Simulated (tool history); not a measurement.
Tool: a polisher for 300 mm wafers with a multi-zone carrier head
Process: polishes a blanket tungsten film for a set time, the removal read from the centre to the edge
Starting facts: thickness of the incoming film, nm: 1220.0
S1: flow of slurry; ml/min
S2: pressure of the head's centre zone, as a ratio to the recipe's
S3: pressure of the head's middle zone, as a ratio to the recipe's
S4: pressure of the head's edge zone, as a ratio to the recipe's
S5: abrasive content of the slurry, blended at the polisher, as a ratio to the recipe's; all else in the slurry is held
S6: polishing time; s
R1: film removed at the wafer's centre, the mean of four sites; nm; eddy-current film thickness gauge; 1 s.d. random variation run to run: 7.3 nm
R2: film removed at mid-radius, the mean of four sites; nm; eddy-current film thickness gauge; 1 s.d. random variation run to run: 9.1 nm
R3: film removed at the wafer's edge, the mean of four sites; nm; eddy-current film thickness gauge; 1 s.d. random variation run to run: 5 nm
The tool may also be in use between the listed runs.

Run 1, hour 0.0: S1 120 ml/min, S2 1.00, S3 1.00, S4 1.00, S5 1.00, S6 64 s. Result: R1 444.17 nm, R2 445.68 nm, R3 462.27 nm.
Run 2, hour 6.7: S1 120 ml/min, S2 1.06, S3 1.00, S4 1.00, S5 1.00, S6 64 s. Result: R1 468.55 nm, R2 442.70 nm, R3 461.90 nm.
Run 3, hour 13.5: S1 125 ml/min, S2 1.06, S3 1.02, S4 1.02, S5 1.10, S6 65 s. Result: R1 490.55 nm, R2 470.89 nm, R3 482.62 nm.
Run 4, hour 18.2: S1 125 ml/min, S2 1.06, S3 0.94, S4 1.02, S5 1.10, S6 65 s. Result: R1 492.13 nm, R2 439.68 nm, R3 480.77 nm.
Run 5, hour 25.1: S1 125 ml/min, S2 0.98, S3 0.94, S4 1.02, S5 1.10, S6 65 s. Result: R1 450.30 nm, R2 440.64 nm, R3 487.97 nm.
Run 6, hour 31.5: S1 130 ml/min, S2 0.99, S3 0.96, S4 1.03, S5 1.20, S6 66 s. Result: R1 479.65 nm, R2 468.75 nm, R3 509.52 nm.
At hour 36.8: edge zone pressure recalibrated.
Run 7, hour 36.8: S1 135 ml/min, S2 1.00, S3 0.98, S4 1.04, S5 1.25, S6 67 s. Result: R1 495.20 nm, R2 494.58 nm, R3 494.84 nm.
Run 8, hour 41.5: S1 135 ml/min, S2 1.00, S3 0.98, S4 1.04, S5 1.25, S6 70 s. Result: R1 518.07 nm, R2 532.68 nm, R3 522.69 nm.
Run 9, hour 44.3: S1 135 ml/min, S2 1.00, S3 0.98, S4 1.04, S5 1.25, S6 70 s. Result: R1 525.74 nm, R2 519.46 nm, R3 522.24 nm.

Run 10 comes next. What will it give?
Run 10, hour 49.1: S1 135 ml/min, S2 0.99, S3 0.98, S4 1.05, S5 1.25, S6 72 s. Result: R1 ?, R2 ?, R3 ?.

R1: 520.38 nm
R2: 535.70 nm
R3: 541.11 nm
